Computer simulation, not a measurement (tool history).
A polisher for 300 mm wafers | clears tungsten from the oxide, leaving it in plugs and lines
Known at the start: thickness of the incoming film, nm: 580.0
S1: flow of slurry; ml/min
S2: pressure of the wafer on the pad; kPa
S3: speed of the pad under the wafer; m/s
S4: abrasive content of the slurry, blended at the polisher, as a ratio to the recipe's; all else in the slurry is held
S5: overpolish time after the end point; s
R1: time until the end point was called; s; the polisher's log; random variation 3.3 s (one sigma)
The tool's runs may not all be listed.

run,hour,S1,S2,S3,S4,S5,R1
1,0.0,180,23.4,1.22,1.0,47,151.62
2,2.3,180,22.1,1.22,1.0,47,160.55
3,10.5,180,22.1,1.42,1.0,47,139.30
4,14.9,180,22.1,1.42,0.8,47,142.06
# hour 18.5: slurry tank refilled with fresh slurry and peroxide
5,18.5,180,22.1,1.54,0.8,47,106.77
6,20.3,180,19.3,1.52,0.8,47,122.64
7,25.3,180,17.2,1.46,0.8,47,143.44
8,27.9,180,15.9,1.44,0.8,47,157.77

The next listed run, before its measurement:
9,33.5,180,14.5,1.44,0.8,47,?

{"run 9": {"R1": 169.48}}

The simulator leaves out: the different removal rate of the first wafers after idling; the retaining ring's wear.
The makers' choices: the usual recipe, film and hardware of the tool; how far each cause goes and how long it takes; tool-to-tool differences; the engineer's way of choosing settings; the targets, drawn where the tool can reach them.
